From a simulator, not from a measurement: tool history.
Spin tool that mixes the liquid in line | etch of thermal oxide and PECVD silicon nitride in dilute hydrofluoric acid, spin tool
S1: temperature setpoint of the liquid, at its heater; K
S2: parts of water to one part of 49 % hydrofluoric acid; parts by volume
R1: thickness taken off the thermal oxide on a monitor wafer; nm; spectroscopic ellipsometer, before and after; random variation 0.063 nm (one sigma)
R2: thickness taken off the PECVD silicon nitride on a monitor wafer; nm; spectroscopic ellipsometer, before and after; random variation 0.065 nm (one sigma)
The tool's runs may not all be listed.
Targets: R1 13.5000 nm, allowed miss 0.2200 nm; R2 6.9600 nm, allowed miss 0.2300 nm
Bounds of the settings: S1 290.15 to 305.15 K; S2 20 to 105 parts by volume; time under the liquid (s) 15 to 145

Run 1, hour 0.0: S1 297.15 K, S2 55 parts by volume, time under the liquid (s) 75. Result: R1 6.8928 nm, R2 3.1192 nm.
Run 2, hour 1.8: S1 295.65 K, S2 55 parts by volume, time under the liquid (s) 75. Result: R1 6.4316 nm, R2 2.8405 nm.
Run 3, hour 5.8: S1 295.65 K, S2 45 parts by volume, time under the liquid (s) 75. Result: R1 7.9390 nm, R2 3.4292 nm.
Run 4, hour 7.9: S1 295.65 K, S2 45 parts by volume, time under the liquid (s) 100. Result: R1 10.6640 nm, R2 4.6368 nm.
Run 5, hour 15.0: S1 297.65 K, S2 45 parts by volume, time under the liquid (s) 100. Result: R1 11.5030 nm, R2 5.2330 nm.
Run 6, hour 21.8: S1 297.65 K, S2 30 parts by volume, time under the liquid (s) 100. Result: R1 17.6350 nm, R2 7.7896 nm.
Run 7, hour 29.6: S1 298.15 K, S2 35 parts by volume, time under the liquid (s) 100. Result: R1 15.4450 nm, R2 6.8953 nm.
Run 8, hour 31.7: S1 302.15 K, S2 50 parts by volume, time under the liquid (s) 100. Result: R1 12.3460 nm, R2 6.4515 nm.
Run 9, hour 39.0: S1 302.15 K, S2 45 parts by volume, time under the liquid (s) 100. Result: R1 13.7590 nm, R2 7.0368 nm.
Run 10, hour 46.8: S1 302.15 K, S2 45 parts by volume, time under the liquid (s) 100. Result: R1 13.8680 nm, R2 7.1023 nm.

Which of these 5 next moves meets every target?
Run A, hour 54.6: S1 305.15 K, S2 65 parts by volume, time under the liquid (s) 125. Result: R1 ?, R2 ?.
Run B, hour 54.6: S1 304.65 K, S2 60 parts by volume, time under the liquid (s) 120. Result: R1 ?, R2 ?.
Run C, hour 54.6: S1 299.65 K, S2 40 parts by volume, time under the liquid (s) 95. Result: R1 ?, R2 ?.
Run D, hour 54.6: S1 302.15 K, S2 50 parts by volume, time under the liquid (s) 110. Result: R1 ?, R2 ?.
Run E, hour 54.6: S1 303.15 K, S2 50 parts by volume, time under the liquid (s) 110. Result: R1 ?, R2 ?.

move       R1      R2
   A  12.9480  7.4819
   B  13.3150  7.5385
   C  13.3690  6.4344
   D  13.4920  7.0529
   E  14.0340  7.5246
A: takes the result that was furthest off past its target
B: brings the result that was furthest off to its target, and leaves another outside
C: brings the result that was furthest off to its target, and leaves another outside
D: meets every target
E: further off than the last run
The right move is D.
